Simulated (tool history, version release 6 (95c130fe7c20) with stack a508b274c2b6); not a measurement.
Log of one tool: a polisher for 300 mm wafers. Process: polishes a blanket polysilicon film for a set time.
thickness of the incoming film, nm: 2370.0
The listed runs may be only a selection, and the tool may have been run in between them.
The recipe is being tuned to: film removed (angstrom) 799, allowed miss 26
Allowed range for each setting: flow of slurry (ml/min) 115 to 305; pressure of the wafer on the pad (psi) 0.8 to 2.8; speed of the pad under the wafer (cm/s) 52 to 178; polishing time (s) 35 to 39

run    day  flow of slurry (ml/min)  pressure of the wafer on the pad (psi)  speed of the pad under the wafer (cm/s)  polishing time (s)  film removed (angstrom)
  1      0                      195                                     1.8                                      114                  39                   2083.9
  2  0.342                      150                                     1.8                                      114                  39                   2015.6
  3  0.371                      200                                     1.8                                      114                  39                   2040.6
  4  0.712                      200                                     1.8                                      114                  35                   1844.1
  5  0.804                      230                                     1.8                                      114                  35                   1868.3
  6  1.008                      230                                     1.6                                      108                  35                   1585.5
  7  1.196                      230                                     1.5                                      104                  35                   1452.3
  8  1.488                      230                                     1.4                                      100                  35                     1311
  9  1.583                      230                                     1.3                                       98                  35                   1181.3
 10  1.954                      230                                     1.2                                       96                  35                     1066
 11  2.062                      230                                     1.1                                       96                  35                   987.94

Next run, 4 choices. One meets every target within its allowed miss, the rest don't. Which?
  A  2.171                      275                                       1                                       94                  35                        ?
  B  2.171                      225                                     1.1                                       78                  35                        ?
  C  2.171                      235                                     0.9                                       86                  35                        ?
  D  2.171                      190                                     1.6                                       82                  39                        ?

move  film removed (angstrom)
   A                   889.63
   B                   800.96
   C                   729.99
   D                     1322
A: nearer than the last run, and not there yet
B: in spec on every target
C: takes the result that was furthest off past its target
D: lands further from the targets than the last run did
Go with B: it meets all targets.
